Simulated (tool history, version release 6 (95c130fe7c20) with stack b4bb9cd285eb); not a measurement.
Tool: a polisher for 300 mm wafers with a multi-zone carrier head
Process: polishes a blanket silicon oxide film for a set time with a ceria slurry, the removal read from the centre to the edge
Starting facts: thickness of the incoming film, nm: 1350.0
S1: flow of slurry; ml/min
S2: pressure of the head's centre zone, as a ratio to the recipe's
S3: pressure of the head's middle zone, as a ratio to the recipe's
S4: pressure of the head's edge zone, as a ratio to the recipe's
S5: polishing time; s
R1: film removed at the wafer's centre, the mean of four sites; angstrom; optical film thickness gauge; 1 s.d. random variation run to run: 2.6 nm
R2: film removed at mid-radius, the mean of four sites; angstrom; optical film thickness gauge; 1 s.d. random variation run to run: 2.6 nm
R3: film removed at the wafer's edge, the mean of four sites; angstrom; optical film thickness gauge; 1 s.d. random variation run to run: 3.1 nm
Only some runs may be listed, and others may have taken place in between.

run,hour,S1,S2,S3,S4,S5,R1,R2,R3
1,0.0,300,1.00,1.00,1.00,61,3932.4,4070.1,4033.2
2,7.9,300,1.00,0.97,1.00,61,3974.7,3989.7,3989.2
3,14.4,300,1.00,0.97,0.94,61,4006.4,3947.3,3866.5
4,16.4,300,1.00,1.02,0.94,61,3948.2,4069.6,3917.6
5,24.0,230,1.00,1.02,0.94,61,3797.8,3925.8,3761.4
6,27.6,225,0.98,1.00,0.94,59,3569.3,3774.5,3654.9
7,33.6,225,0.97,0.98,0.94,57,3492.4,3571.8,3517.0
8,37.0,220,0.96,0.97,0.94,55,3315.3,3397.6,3408.1
9,43.8,220,0.86,0.87,0.87,43,2456.3,2414.2,2618.8
10,52.1,225,0.86,0.87,0.88,43,2422.7,2439.5,2575.9
11,57.2,225,0.86,0.87,0.89,43,2411.4,2460.1,2606.4
12,66.2,225,0.86,0.87,0.90,43,2425.9,2470.4,2624.9
13,70.0,225,0.86,0.87,0.91,43,2429.5,2428.8,2619.1
14,71.6,230,0.86,0.87,0.92,43,2407.4,2464.1,2653.2
15,72.4,235,0.86,0.87,0.93,43,2438.2,2470.3,2701.0
16,80.9,240,0.86,0.87,0.93,43,2456.1,2463.0,2648.2
17,88.8,240,0.86,0.87,0.94,43,2443.5,2476.8,2628.9
18,94.5,235,0.86,0.87,0.94,43,2463.6,2488.8,2702.3
19,98.5,235,0.86,0.87,0.95,43,2426.6,2457.3,2638.0
20,104.7,240,0.86,0.87,0.95,43,2425.2,2437.4,2700.2
21,111.9,245,0.86,0.88,0.95,43,2424.0,2474.4,2741.6
22,118.7,245,0.86,0.89,0.95,43,2424.7,2527.7,2684.5

Run 23 is up next; what results do you expect?
23,126.5,245,0.86,0.89,0.96,43,?,?,?

R1: 2477.8 angstrom
R2: 2475.9 angstrom
R3: 2730.7 angstrom
